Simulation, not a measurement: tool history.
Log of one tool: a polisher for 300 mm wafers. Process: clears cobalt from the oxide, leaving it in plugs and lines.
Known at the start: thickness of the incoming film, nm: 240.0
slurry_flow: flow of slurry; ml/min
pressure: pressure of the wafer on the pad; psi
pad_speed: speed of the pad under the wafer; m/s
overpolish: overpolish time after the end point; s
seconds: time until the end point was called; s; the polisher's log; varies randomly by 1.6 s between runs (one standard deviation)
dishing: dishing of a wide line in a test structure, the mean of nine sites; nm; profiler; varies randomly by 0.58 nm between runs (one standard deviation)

run	day	slurry_flow	pressure	pad_speed	overpolish	seconds	dishing
1	0.000	175	1.8	0.98	17	60.590	37.955
2	0.312	150	1.8	0.98	17	60.217	37.448
3	0.675	150	1.8	0.98	11	61.121	28.362
4	0.954	150	1.7	0.98	12	64.403	29.105
5	1.179	150	1.7	0.98	8	61.922	20.661
6	1.379	150	1.6	0.96	9	70.577	21.487
7	1.571	150	1.6	0.96	9	68.466	22.455
8	1.638	150	1.5	0.96	10	72.361	23.156
9	1.792	150	1.4	0.96	11	78.126	24.089

Run 10 has not been measured yet. What should we expect?
10	1.879	150	1.4	0.96	11	?	?

seconds: 79.818 s
dishing: 23.421 nm
